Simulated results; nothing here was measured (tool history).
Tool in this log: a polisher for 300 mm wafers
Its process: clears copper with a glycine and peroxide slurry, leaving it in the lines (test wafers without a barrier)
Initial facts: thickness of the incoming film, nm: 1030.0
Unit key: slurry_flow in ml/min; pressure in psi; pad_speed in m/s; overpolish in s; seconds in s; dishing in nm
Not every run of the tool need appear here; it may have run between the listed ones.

run	hour	slurry_flow	pressure	pad_speed	overpolish	seconds	dishing
1	0	165	2.9	1.16	10	142.86	35.329
2	8.2	165	2.9	1.06	10	152.17	33.116
3	16.9	165	2.9	1.06	7	150.82	28.785
4	25.9	165	2.4	1.06	7	173.58	25.046
5	27.6	190	2.4	1.06	7	169.43	25.55
6	31.6	190	3.1	1.06	7	140.36	30.563
7	35.5	190	3.3	1.06	7	130.87	30.858
8	37.2	190	3.4	1.06	8	128.68	33.423
9	41.9	190	3.5	1.06	8	124.35	33.804
10	48.7	190	3.6	1.06	8	122.11	34.605

What does the tool deliver on the next run?
11	54.8	190	3.7	1.06	8	?	?

seconds: 121.33 s
dishing: 33.85 nm
